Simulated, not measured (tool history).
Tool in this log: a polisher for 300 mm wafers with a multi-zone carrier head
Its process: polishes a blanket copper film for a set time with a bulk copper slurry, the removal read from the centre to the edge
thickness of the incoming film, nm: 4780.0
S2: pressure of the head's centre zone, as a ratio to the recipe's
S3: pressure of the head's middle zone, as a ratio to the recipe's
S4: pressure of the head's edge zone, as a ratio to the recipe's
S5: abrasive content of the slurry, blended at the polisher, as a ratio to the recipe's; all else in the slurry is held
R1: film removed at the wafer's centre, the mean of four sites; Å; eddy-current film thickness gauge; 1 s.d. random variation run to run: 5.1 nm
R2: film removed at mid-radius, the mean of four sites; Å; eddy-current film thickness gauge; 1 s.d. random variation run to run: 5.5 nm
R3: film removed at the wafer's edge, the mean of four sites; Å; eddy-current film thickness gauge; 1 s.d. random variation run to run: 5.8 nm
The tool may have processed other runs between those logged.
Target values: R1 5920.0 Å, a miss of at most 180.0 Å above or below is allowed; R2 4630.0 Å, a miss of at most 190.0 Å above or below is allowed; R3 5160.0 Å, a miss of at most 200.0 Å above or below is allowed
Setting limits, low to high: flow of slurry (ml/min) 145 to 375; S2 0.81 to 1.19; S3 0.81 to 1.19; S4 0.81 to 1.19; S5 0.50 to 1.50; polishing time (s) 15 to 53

run 1 day=0.000 | flow_of_slurry_(ml/min)=240 S2=1.00 S3=1.00 S4=1.00 S5=1.00 polishing_time_(s)=34 | R1=4028.7 R2=4122.7 R3=4183.0
run 2 day=0.142 | flow_of_slurry_(ml/min)=240 S2=1.00 S3=1.00 S4=1.00 S5=1.00 polishing_time_(s)=42 | R1=5018.8 R2=5021.1 R3=5082.5
run 3 day=0.371 | flow_of_slurry_(ml/min)=240 S2=1.00 S3=1.00 S4=0.94 S5=1.00 polishing_time_(s)=42 | R1=5062.1 R2=5119.9 R3=4871.4
run 4 day=0.521 | flow_of_slurry_(ml/min)=240 S2=1.00 S3=1.00 S4=0.94 S5=0.85 polishing_time_(s)=42 | R1=4885.0 R2=4991.8 R3=4688.8
run 5 day=0.650 | flow_of_slurry_(ml/min)=240 S2=1.00 S3=1.00 S4=0.90 S5=0.85 polishing_time_(s)=42 | R1=4896.8 R2=4934.4 R3=4760.7
run 6 day=0.967 | flow_of_slurry_(ml/min)=240 S2=1.00 S3=1.00 S4=0.90 S5=0.65 polishing_time_(s)=42 | R1=4612.0 R2=4811.0 R3=4550.0
run 7 day=1.225 | flow_of_slurry_(ml/min)=245 S2=1.02 S3=0.99 S4=0.92 S5=0.70 polishing_time_(s)=42 | R1=4819.7 R2=4776.0 R3=4668.5
run 8 day=1.404 | flow_of_slurry_(ml/min)=250 S2=1.04 S3=0.98 S4=0.93 S5=0.70 polishing_time_(s)=42 | R1=4835.8 R2=4677.1 R3=4673.9
run 9 day=1.646 | flow_of_slurry_(ml/min)=255 S2=1.06 S3=0.98 S4=0.94 S5=0.75 polishing_time_(s)=42 | R1=5012.8 R2=4805.0 R3=4747.0
run 10 day=1.888 | flow_of_slurry_(ml/min)=260 S2=1.08 S3=0.97 S4=0.95 S5=0.75 polishing_time_(s)=42 | R1=5119.9 R2=4707.3 R3=4681.5
run 11 day=1.954 | flow_of_slurry_(ml/min)=260 S2=1.09 S3=0.96 S4=0.97 S5=0.80 polishing_time_(s)=42 | R1=5288.7 R2=4859.4 R3=4790.9
run 12 day=2.275 | flow_of_slurry_(ml/min)=260 S2=1.10 S3=0.94 S4=0.99 S5=0.80 polishing_time_(s)=42 | R1=5429.6 R2=4658.7 R3=4905.1
run 13 day=2.483 | flow_of_slurry_(ml/min)=260 S2=1.11 S3=0.94 S4=1.00 S5=0.80 polishing_time_(s)=42 | R1=5367.6 R2=4709.4 R3=4918.5

Of the 4 settings listed for the next run, only one would bring every result within its allowed miss of target. Which one?
run A day=2.692 | flow_of_slurry_(ml/min)=250 S2=1.14 S3=0.85 S4=1.01 S5=0.85 polishing_time_(s)=40 | R1=? R2=? R3=?
run B day=2.692 | flow_of_slurry_(ml/min)=175 S2=1.12 S3=0.82 S4=1.06 S5=0.90 polishing_time_(s)=47 | R1=? R2=? R3=?
run C day=2.692 | flow_of_slurry_(ml/min)=350 S2=1.16 S3=0.81 S4=1.19 S5=0.90 polishing_time_(s)=45 | R1=? R2=? R3=?
run D day=2.692 | flow_of_slurry_(ml/min)=275 S2=1.14 S3=0.84 S4=0.93 S5=1.15 polishing_time_(s)=42 | R1=? R2=? R3=?

move=A R1=5336.7 R2=4158.9 R3=4739.4
move=B R1=6038.7 R2=4674.5 R3=5618.8
move=C R1=6343.3 R2=4666.0 R3=5852.0
move=D R1=6000.6 R2=4630.2 R3=5162.0
A: further off than the last run
B: brings the result that was furthest off to its target, and leaves another outside
C: takes the biggest miss from the last run beyond its target
D: all results land within tolerance of their targets
Correct choice: D, which meets every target

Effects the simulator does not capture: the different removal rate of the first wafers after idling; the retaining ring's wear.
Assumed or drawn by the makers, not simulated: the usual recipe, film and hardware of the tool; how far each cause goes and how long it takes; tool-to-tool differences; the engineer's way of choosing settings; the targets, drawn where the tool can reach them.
